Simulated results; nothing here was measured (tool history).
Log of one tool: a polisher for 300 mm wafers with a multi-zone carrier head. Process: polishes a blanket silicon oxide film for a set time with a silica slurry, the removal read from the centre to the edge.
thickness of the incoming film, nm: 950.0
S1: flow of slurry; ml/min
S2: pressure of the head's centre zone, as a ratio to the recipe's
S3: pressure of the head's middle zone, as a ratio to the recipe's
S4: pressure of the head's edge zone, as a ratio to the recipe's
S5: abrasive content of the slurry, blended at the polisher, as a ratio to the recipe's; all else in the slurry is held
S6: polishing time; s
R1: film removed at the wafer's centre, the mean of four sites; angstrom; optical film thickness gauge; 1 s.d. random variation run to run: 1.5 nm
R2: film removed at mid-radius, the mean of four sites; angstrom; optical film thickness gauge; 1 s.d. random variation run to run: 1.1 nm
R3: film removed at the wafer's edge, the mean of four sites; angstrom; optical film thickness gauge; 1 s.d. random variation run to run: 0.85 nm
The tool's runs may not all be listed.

Run 1, hour 0: S1 290 ml/min, S2 1, S3 1, S4 1, S5 1, S6 79 s. Result: R1 1825.1 angstrom, R2 1845.3 angstrom, R3 1754.4 angstrom.
Run 2, hour 3.9: S1 280 ml/min, S2 1, S3 0.94, S4 0.97, S5 0.9, S6 79 s. Result: R1 1757.4 angstrom, R2 1673 angstrom, R3 1663.4 angstrom.
Run 3, hour 8: S1 280 ml/min, S2 1.05, S3 0.94, S4 0.97, S5 0.9, S6 79 s. Result: R1 1883.1 angstrom, R2 1658.2 angstrom, R3 1646.3 angstrom.
Run 4, hour 15.1: S1 270 ml/min, S2 1.03, S3 0.9, S4 0.94, S5 0.8, S6 79 s. Result: R1 1748.1 angstrom, R2 1555.8 angstrom, R3 1571.4 angstrom.
Run 5, hour 21.5: S1 270 ml/min, S2 1.03, S3 0.9, S4 0.94, S5 0.95, S6 79 s. Result: R1 1862.8 angstrom, R2 1636.8 angstrom, R3 1642.3 angstrom.
Run 6, hour 22.7: S1 270 ml/min, S2 1.03, S3 0.9, S4 0.94, S5 0.95, S6 62 s. Result: R1 1459.6 angstrom, R2 1306.4 angstrom, R3 1304.9 angstrom.

The next listed run, before its measurement:
Run 7, hour 27.4: S1 285 ml/min, S2 1.03, S3 0.89, S4 0.97, S5 0.95, S6 62 s. Result: R1 ?, R2 ?, R3 ?.

{"run 7": {"R1": 1458.4, "R2": 1292.2, "R3": 1318.7}}
